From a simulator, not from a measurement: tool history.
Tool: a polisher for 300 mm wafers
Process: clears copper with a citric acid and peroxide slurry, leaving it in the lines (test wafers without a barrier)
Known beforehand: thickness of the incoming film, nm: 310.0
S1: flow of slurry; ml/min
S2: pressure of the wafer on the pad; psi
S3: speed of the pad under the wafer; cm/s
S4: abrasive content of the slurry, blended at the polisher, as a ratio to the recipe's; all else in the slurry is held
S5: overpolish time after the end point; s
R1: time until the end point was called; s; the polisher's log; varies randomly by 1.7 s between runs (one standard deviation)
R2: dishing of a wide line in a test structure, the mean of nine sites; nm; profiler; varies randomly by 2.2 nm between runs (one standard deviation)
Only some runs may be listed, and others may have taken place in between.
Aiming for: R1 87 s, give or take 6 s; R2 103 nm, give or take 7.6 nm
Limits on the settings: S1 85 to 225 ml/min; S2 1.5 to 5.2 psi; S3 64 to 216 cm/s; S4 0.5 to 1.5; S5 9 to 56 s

| run | day | S1 | S2 | S3 | S4 | S5 | R1 | R2 |
|---|---|---|---|---|---|---|---|---|
| 1 | 0 | 145 | 3.3 | 140 | 1 | 29 | 112.16 | 63.416 |
| 2 | 0.296 | 145 | 3.5 | 140 | 1 | 31 | 102.1 | 71.79 |
| 3 | 0.45 | 145 | 3.6 | 140 | 1 | 33 | 99.516 | 76.175 |
| 4 | 0.825 | 145 | 3.1 | 140 | 1 | 33 | 113.36 | 69.59 |
| 5 | 0.858 | 145 | 3.1 | 168 | 1 | 33 | 94.75 | 76.496 |
| 6 | 1.021 | 145 | 3.2 | 168 | 1 | 35 | 92.752 | 84.243 |
| 7 | 1.371 | 145 | 3.2 | 168 | 1 | 36 | 91.149 | 87.039 |
| 8 | 1.475 | 145 | 3.2 | 168 | 1 | 37 | 96.097 | 85.859 |

Which one of the following 4 next-run settings gets every result inside its allowed miss? There is exactly one.
| A | 1.579 | 145 | 2.6 | 212 | 0.65 | 46 | ? | ? |
| B | 1.579 | 165 | 3.2 | 148 | 1.1 | 50 | ? | ? |
| C | 1.579 | 165 | 3.3 | 174 | 0.55 | 37 | ? | ? |
| D | 1.579 | 145 | 5 | 118 | 1 | 39 | ? | ? |

| move | R1 | R2 |
|---|---|---|
| A | 104.47 | 92.797 |
| B | 103.87 | 101.49 |
| C | 102.88 | 82.151 |
| D | 87.619 | 100.24 |
A: the biggest miss grows against the last run
B: puts the biggest miss on target and leaves a different result outside tolerance
C: the biggest miss grows against the last run
D: every result lands within tolerance
D meets every target.

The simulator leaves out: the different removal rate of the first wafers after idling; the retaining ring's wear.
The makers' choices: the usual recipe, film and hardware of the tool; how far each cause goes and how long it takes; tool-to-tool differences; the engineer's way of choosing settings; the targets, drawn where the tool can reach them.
